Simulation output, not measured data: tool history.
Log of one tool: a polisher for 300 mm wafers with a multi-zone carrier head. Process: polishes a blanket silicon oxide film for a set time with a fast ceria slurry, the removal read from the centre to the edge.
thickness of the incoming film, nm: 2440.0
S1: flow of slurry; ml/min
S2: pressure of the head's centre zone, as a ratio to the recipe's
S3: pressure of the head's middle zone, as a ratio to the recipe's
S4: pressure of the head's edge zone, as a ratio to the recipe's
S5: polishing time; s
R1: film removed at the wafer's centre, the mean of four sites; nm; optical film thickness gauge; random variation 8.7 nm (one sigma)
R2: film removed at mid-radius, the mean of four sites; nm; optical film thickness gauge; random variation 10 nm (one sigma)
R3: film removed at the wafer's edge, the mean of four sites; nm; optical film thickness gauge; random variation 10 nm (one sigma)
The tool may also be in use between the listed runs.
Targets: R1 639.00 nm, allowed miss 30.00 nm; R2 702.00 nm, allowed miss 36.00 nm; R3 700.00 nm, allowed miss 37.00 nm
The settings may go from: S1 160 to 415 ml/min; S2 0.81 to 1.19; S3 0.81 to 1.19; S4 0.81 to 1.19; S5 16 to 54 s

| run | hour | S1 | S2 | S3 | S4 | S5 | R1 | R2 | R3 |
|---|---|---|---|---|---|---|---|---|---|
| 1 | 0.0 | 265 | 1.00 | 1.00 | 1.00 | 35 | 921.82 | 895.14 | 905.34 |
| 2 | 8.8 | 265 | 1.00 | 0.97 | 1.00 | 35 | 954.89 | 875.91 | 872.78 |
| 3 | 15.3 | 265 | 1.00 | 0.97 | 1.00 | 41 | 1079.30 | 1035.40 | 1059.90 |
| 4 | 23.1 | 260 | 0.97 | 0.97 | 1.00 | 39 | 997.34 | 971.25 | 1012.90 |
| 5 | 28.2 | 260 | 0.97 | 1.01 | 1.00 | 39 | 1011.30 | 1012.80 | 971.67 |
| 6 | 37.0 | 255 | 0.95 | 1.01 | 1.01 | 37 | 913.99 | 948.62 | 936.99 |
| 7 | 44.4 | 255 | 0.94 | 1.01 | 1.00 | 36 | 900.54 | 915.62 | 949.53 |
| 8 | 45.2 | 255 | 0.94 | 1.03 | 1.00 | 34 | 856.60 | 867.93 | 870.47 |
| 9 | 51.5 | 255 | 0.93 | 1.04 | 1.00 | 33 | 828.03 | 851.76 | 840.22 |

Which of these 5 next moves meets every target?
| A | 57.8 | 295 | 1.18 | 0.88 | 0.93 | 35 | ? | ? | ? |
| B | 57.8 | 170 | 0.96 | 0.90 | 0.97 | 41 | ? | ? | ? |
| C | 57.8 | 295 | 1.19 | 0.96 | 0.86 | 27 | ? | ? | ? |
| D | 57.8 | 240 | 0.90 | 1.05 | 0.98 | 27 | ? | ? | ? |
| E | 57.8 | 290 | 1.01 | 0.81 | 0.94 | 30 | ? | ? | ? |

| move | R1 | R2 | R3 |
|---|---|---|---|
| A | 1089.40 | 830.66 | 893.62 |
| B | 997.32 | 936.94 | 1021.80 |
| C | 847.31 | 680.16 | 668.80 |
| D | 645.96 | 712.16 | 692.65 |
| E | 809.51 | 673.31 | 768.89 |
A: further off than the last run
B: further off than the last run
C: further off than the last run
D: meets every target
E: nearer than the last run, and not there yet
The right move is D.
